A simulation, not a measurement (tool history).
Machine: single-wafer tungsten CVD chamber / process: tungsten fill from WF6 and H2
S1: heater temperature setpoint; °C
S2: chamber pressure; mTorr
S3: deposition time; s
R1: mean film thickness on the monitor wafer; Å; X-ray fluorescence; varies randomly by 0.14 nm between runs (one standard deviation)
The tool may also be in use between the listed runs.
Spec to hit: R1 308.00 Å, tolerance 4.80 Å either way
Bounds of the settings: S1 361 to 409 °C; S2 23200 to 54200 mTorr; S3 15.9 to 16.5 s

{"run": 1, "hour": 0.0, "S1": 385, "S2": 38700, "S3": 15.9, "R1": 373.21}
{"run": 2, "hour": 6.7, "S1": 385, "S2": 38700, "S3": 16.5, "R1": 388.25}
{"run": 3, "hour": 12.1, "S1": 385, "S2": 38700, "S3": 16.5, "R1": 384.71}
{"run": 4, "hour": 18.5, "S1": 394, "S2": 38700, "S3": 16.5, "R1": 452.09}
{"run": 5, "hour": 22.0, "S1": 394, "S2": 36000, "S3": 16.5, "R1": 436.86}
{"run": 6, "hour": 23.9, "S1": 394, "S2": 41600, "S3": 16.5, "R1": 471.22}
{"run": 7, "hour": 30.4, "S1": 388, "S2": 41500, "S3": 16.5, "R1": 419.46}
{"run": 8, "hour": 35.7, "S1": 384, "S2": 41400, "S3": 16.5, "R1": 389.96}
{"run": 9, "hour": 41.6, "S1": 381, "S2": 41300, "S3": 16.5, "R1": 370.27}
{"run": 10, "hour": 43.6, "S1": 379, "S2": 41200, "S3": 16.5, "R1": 356.68}
{"run": 11, "hour": 45.0, "S1": 377, "S2": 41200, "S3": 16.5, "R1": 342.05}
{"run": 12, "hour": 49.2, "S1": 376, "S2": 41200, "S3": 16.5, "R1": 337.17}
{"run": 13, "hour": 50.1, "S1": 375, "S2": 41200, "S3": 16.5, "R1": 334.47}

Exactly one of the 4 candidate moves below puts every result within its allowed miss. Which one?
{"run": "A", "hour": 51.0, "S1": 374, "S2": 39200, "S3": 15.9, "R1": "?"}
{"run": "B", "hour": 51.0, "S1": 382, "S2": 42300, "S3": 16.5, "R1": "?"}
{"run": "C", "hour": 51.0, "S1": 368, "S2": 51400, "S3": 16.5, "R1": "?"}
{"run": "D", "hour": 51.0, "S1": 380, "S2": 33800, "S3": 15.9, "R1": "?"}

move=A R1=305.98
move=B R1=380.14
move=C R1=319.74
move=D R1=319.84
A: every result within its allowed miss
B: further off than the last run
C: nearer the targets than the last run, but a result is still out of spec
D: nearer the targets than the last run, but a result is still out of spec
So the answer is move A, the one that meets all the targets.
